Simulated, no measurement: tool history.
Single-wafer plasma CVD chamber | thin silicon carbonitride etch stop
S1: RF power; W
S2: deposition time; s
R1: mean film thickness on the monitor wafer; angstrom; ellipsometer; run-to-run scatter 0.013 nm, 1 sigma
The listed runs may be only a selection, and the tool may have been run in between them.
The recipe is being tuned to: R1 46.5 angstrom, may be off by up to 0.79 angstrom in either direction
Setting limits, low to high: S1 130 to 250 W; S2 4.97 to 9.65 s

run	hour	S1	S2	R1
1	0	190	7.31	42.313
2	6.8	200	7.36	42.971
3	12	205	7.45	43.968
4	19.3	215	7.45	44.357
5	21	195	7.45	43.232
6	23.3	195	7	40.556
7	29.5	205	7.17	42.249
8	34.7	210	7.28	43.241
9	42.1	215	7.34	43.836
10	42.7	220	7.39	44.596
11	48.2	225	7.41	44.718
12	56.8	230	7.45	45.478

Which of these 5 next moves meets every target?
A	65.4	225	7.49	?
B	65.4	240	7.16	?
C	65.4	220	7.41	?
D	65.4	245	7.48	?
E	65.4	230	7.25	?

move	R1
A	45.541
B	44.416
C	44.741
D	46.698
E	44.384
A: nearer the targets than the last run, but a result is still out of spec
B: its largest miss is bigger than the last run's
C: its largest miss is bigger than the last run's
D: in spec on every target
E: its largest miss is bigger than the last run's
D meets every target.

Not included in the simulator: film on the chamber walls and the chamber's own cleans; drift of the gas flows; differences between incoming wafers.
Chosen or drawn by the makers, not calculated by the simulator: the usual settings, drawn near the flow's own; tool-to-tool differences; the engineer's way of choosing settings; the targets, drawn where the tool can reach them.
